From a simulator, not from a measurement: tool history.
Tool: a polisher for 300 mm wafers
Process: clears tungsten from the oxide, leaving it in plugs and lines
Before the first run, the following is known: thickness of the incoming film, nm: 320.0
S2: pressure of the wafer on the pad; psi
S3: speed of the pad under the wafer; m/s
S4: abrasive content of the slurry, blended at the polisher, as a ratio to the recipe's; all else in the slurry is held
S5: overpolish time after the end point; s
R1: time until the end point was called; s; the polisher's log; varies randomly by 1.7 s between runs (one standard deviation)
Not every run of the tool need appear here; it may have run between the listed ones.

run 1 hour=0.0 | flow_of_slurry_(ml/min)=230 S2=3.0 S3=1.28 S4=1.0 S5=42 | R1=68.251
run 2 hour=7.2 | flow_of_slurry_(ml/min)=230 S2=3.0 S3=1.48 S4=1.0 S5=42 | R1=61.261
run 3 hour=10.7 | flow_of_slurry_(ml/min)=230 S2=2.9 S3=1.46 S4=1.0 S5=42 | R1=63.972
run 4 hour=13.2 | flow_of_slurry_(ml/min)=230 S2=2.9 S3=1.32 S4=1.0 S5=42 | R1=66.985
run 5 hour=21.5 | flow_of_slurry_(ml/min)=230 S2=2.8 S3=1.30 S4=1.0 S5=42 | R1=71.800
run 6 hour=26.0 | flow_of_slurry_(ml/min)=230 S2=3.1 S3=1.30 S4=1.0 S5=42 | R1=65.802
run 7 hour=28.1 | flow_of_slurry_(ml/min)=230 S2=3.0 S3=1.28 S4=1.0 S5=42 | R1=69.101
run 8 hour=34.4 | flow_of_slurry_(ml/min)=230 S2=2.9 S3=1.26 S4=1.0 S5=42 | R1=71.797

What does the tool deliver on the next run?
run 9 hour=42.6 | flow_of_slurry_(ml/min)=230 S2=2.8 S3=1.26 S4=1.0 S5=42 | R1=?

Run 9 gave R1 73.537 s.
